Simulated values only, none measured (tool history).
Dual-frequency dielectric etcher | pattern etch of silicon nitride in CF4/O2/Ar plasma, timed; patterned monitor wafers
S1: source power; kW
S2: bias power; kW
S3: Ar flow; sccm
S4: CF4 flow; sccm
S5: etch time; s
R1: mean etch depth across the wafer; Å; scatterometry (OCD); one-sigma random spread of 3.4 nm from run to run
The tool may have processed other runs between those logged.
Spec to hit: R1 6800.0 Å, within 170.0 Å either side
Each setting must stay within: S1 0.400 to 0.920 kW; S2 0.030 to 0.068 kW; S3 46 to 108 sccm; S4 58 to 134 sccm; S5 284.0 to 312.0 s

run 1 hour=0.0 | S1=0.660 S2=0.049 S3=77 S4=96 S5=312.0 | R1=7669.4
run 2 hour=3.0 | S1=0.710 S2=0.049 S3=77 S4=96 S5=312.0 | R1=7982.9
run 3 hour=11.6 | S1=0.680 S2=0.049 S3=77 S4=96 S5=312.0 | R1=7792.3
run 4 hour=16.3 | S1=0.650 S2=0.049 S3=77 S4=96 S5=312.0 | R1=7624.0
run 5 hour=21.6 | S1=0.560 S2=0.049 S3=77 S4=96 S5=312.0 | R1=7136.8
run 6 hour=30.5 | S1=0.560 S2=0.049 S3=77 S4=110 S5=312.0 | R1=7113.9
run 7 hour=35.9 | S1=0.550 S2=0.049 S3=77 S4=110 S5=312.0 | R1=7117.1
run 8 hour=41.7 | S1=0.540 S2=0.049 S3=77 S4=110 S5=312.0 | R1=7057.6

Which single option among these 4 for the next run brings every result within its allowed miss of target? Just one does.
run A hour=47.5 | S1=0.580 S2=0.049 S3=79 S4=113 S5=312.0 | R1=?
run B hour=47.5 | S1=0.500 S2=0.051 S3=82 S4=110 S5=293.0 | R1=?
run C hour=47.5 | S1=0.620 S2=0.039 S3=71 S4=120 S5=312.0 | R1=?
run D hour=47.5 | S1=0.580 S2=0.050 S3=80 S4=115 S5=288.5 | R1=?

move=A R1=7367.1
move=B R1=6452.7
move=C R1=7194.5
move=D R1=6868.3
A: the biggest miss grows against the last run
B: takes the biggest miss from the last run beyond its target
C: the biggest miss grows against the last run
D: every result within its allowed miss
Answer: D
